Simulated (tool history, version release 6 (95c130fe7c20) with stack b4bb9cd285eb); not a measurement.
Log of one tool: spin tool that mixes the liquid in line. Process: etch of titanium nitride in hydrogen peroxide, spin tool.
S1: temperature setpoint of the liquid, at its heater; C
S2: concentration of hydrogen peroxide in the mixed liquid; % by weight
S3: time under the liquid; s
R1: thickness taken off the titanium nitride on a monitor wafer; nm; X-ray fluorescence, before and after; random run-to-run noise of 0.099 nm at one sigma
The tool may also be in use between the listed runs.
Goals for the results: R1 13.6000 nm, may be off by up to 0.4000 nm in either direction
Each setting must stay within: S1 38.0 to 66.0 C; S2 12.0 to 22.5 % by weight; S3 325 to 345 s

Run 1, hour 0.0: S1 54.0 C, S2 15.5 % by weight, S3 325 s. Result: R1 10.6710 nm.
Run 2, hour 3.3: S1 55.0 C, S2 15.5 % by weight, S3 325 s. Result: R1 11.4830 nm.
Run 3, hour 4.1: S1 51.0 C, S2 15.5 % by weight, S3 325 s. Result: R1 8.6478 nm.
Run 4, hour 7.3: S1 51.0 C, S2 15.5 % by weight, S3 325 s. Result: R1 8.4446 nm.
Run 5, hour 14.6: S1 51.0 C, S2 15.5 % by weight, S3 345 s. Result: R1 9.1826 nm.
Run 6, hour 23.5: S1 54.0 C, S2 15.5 % by weight, S3 345 s. Result: R1 11.2980 nm.
Run 7, hour 27.1: S1 55.0 C, S2 15.5 % by weight, S3 345 s. Result: R1 12.1430 nm.
Run 8, hour 27.8: S1 55.5 C, S2 15.5 % by weight, S3 345 s. Result: R1 12.6010 nm.
Run 9, hour 32.2: S1 55.5 C, S2 15.5 % by weight, S3 345 s. Result: R1 12.5490 nm.
Run 10, hour 39.8: S1 56.0 C, S2 15.5 % by weight, S3 345 s. Result: R1 13.0840 nm.

Exactly one of the 4 candidate moves below puts every result within its allowed miss. Which one?
Run A, hour 47.4: S1 56.5 C, S2 16.0 % by weight, S3 345 s. Result: R1 ?.
Run B, hour 47.4: S1 56.5 C, S2 15.5 % by weight, S3 325 s. Result: R1 ?.
Run C, hour 47.4: S1 55.5 C, S2 15.0 % by weight, S3 345 s. Result: R1 ?.
Run D, hour 47.4: S1 55.0 C, S2 14.5 % by weight, S3 345 s. Result: R1 ?.

move       R1
   A  13.4280
   B  12.5650
   C  12.3550
   D  11.8460
A: hits every target within its allowed miss
B: its largest miss is bigger than the last run's
C: its largest miss is bigger than the last run's
D: its largest miss is bigger than the last run's
The move that meets every target is A.

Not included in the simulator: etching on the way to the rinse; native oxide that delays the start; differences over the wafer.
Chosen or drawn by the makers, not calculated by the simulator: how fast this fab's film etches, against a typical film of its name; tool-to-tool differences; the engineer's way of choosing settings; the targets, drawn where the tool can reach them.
